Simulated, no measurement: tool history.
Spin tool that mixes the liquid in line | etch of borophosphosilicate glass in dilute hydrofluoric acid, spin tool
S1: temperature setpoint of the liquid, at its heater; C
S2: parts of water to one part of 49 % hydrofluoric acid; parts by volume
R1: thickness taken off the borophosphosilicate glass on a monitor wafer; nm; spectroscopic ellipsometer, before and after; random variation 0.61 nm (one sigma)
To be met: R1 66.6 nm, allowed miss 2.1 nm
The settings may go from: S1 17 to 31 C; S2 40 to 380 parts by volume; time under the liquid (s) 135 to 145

{"run": 1, "hour": 0.0, "S1": 23, "S2": 210, "time under the liquid (s)": 135, "R1": 30.17}
{"run": 2, "hour": 0.7, "S1": 23, "S2": 150, "time under the liquid (s)": 135, "R1": 45.297}
{"run": 3, "hour": 5.5, "S1": 24, "S2": 150, "time under the liquid (s)": 135, "R1": 46.143}
{"run": 4, "hour": 9.8, "S1": 24.5, "S2": 145, "time under the liquid (s)": 135, "R1": 49.064}
{"run": 5, "hour": 13.8, "S1": 25, "S2": 145, "time under the liquid (s)": 135, "R1": 50.865}
{"run": 6, "hour": 21.2, "S1": 25, "S2": 145, "time under the liquid (s)": 135, "R1": 50.866}
{"run": 7, "hour": 23.7, "S1": 25.5, "S2": 145, "time under the liquid (s)": 135, "R1": 51.636}
{"run": 8, "hour": 27.0, "S1": 26, "S2": 145, "time under the liquid (s)": 135, "R1": 52.503}
{"run": 9, "hour": 29.2, "S1": 30, "S2": 130, "time under the liquid (s)": 135, "R1": 68.873}
{"hour": 37.7, "done": "hydrofluoric acid flow meter replaced"}
{"run": 10, "hour": 37.7, "S1": 29.5, "S2": 130, "time under the liquid (s)": 135, "R1": 63.198}

Which of these 4 next moves meets every target?
{"run": "A", "hour": 46.2, "S1": 23.5, "S2": 105, "time under the liquid (s)": 140, "R1": "?"}
{"run": "B", "hour": 46.2, "S1": 29, "S2": 140, "time under the liquid (s)": 140, "R1": "?"}
{"run": "C", "hour": 46.2, "S1": 30, "S2": 120, "time under the liquid (s)": 135, "R1": "?"}
{"run": "D", "hour": 46.2, "S1": 26.5, "S2": 130, "time under the liquid (s)": 140, "R1": "?"}

move=A R1=66.026
move=B R1=58.459
move=C R1=70.071
move=D R1=58.096
A: meets every target
B: further off than the last run
C: takes the result that was furthest off past its target
D: further off than the last run
The right move is A.
